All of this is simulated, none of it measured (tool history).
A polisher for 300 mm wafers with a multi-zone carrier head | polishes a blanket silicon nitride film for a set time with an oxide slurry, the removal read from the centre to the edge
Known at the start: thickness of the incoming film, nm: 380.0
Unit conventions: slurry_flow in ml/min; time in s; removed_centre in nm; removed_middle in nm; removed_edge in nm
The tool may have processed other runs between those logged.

run 1 hour=0 | slurry_flow=290 centre_zone=1 middle_zone=1 edge_zone=1 slurry_solids=1 time=73 | removed_centre=40.348 removed_middle=39.957 removed_edge=39.614
run 2 hour=4.2 | slurry_flow=295 centre_zone=1.01 middle_zone=1.01 edge_zone=0.97 slurry_solids=0.9 time=72 | removed_centre=37.945 removed_middle=37.511 removed_edge=37.006
run 3 hour=12.3 | slurry_flow=295 centre_zone=1.09 middle_zone=1.01 edge_zone=0.97 slurry_solids=0.9 time=72 | removed_centre=40.539 removed_middle=37.593 removed_edge=37.21
run 4 hour=18.2 | slurry_flow=295 centre_zone=1 middle_zone=1.01 edge_zone=0.97 slurry_solids=0.9 time=72 | removed_centre=37.693 removed_middle=37.859 removed_edge=37.22
run 5 hour=26.4 | slurry_flow=295 centre_zone=1.03 middle_zone=1.04 edge_zone=0.94 slurry_solids=0.85 time=71 | removed_centre=37.159 removed_middle=37.493 removed_edge=35.34
run 6 hour=27.9 | slurry_flow=295 centre_zone=1.05 middle_zone=1.05 edge_zone=0.92 slurry_solids=0.8 time=70 | removed_centre=36.297 removed_middle=35.75 removed_edge=32.705
run 7 hour=34 | slurry_flow=290 centre_zone=1.05 middle_zone=1.05 edge_zone=0.9 slurry_solids=0.75 time=70 | removed_centre=35.03 removed_middle=34.063 removed_edge=31.354
run 8 hour=42.7 | slurry_flow=280 centre_zone=1.05 middle_zone=1.06 edge_zone=0.88 slurry_solids=0.75 time=70 | removed_centre=35.343 removed_middle=34.965 removed_edge=31.559

Run 9 has not been measured yet. What should we expect?
run 9 hour=44 | slurry_flow=285 centre_zone=1.06 middle_zone=1.07 edge_zone=0.87 slurry_solids=0.7 time=70 | removed_centre=? removed_middle=? removed_edge=?

removed_centre: 33.764 nm
removed_middle: 33.504 nm
removed_edge: 29.956 nm
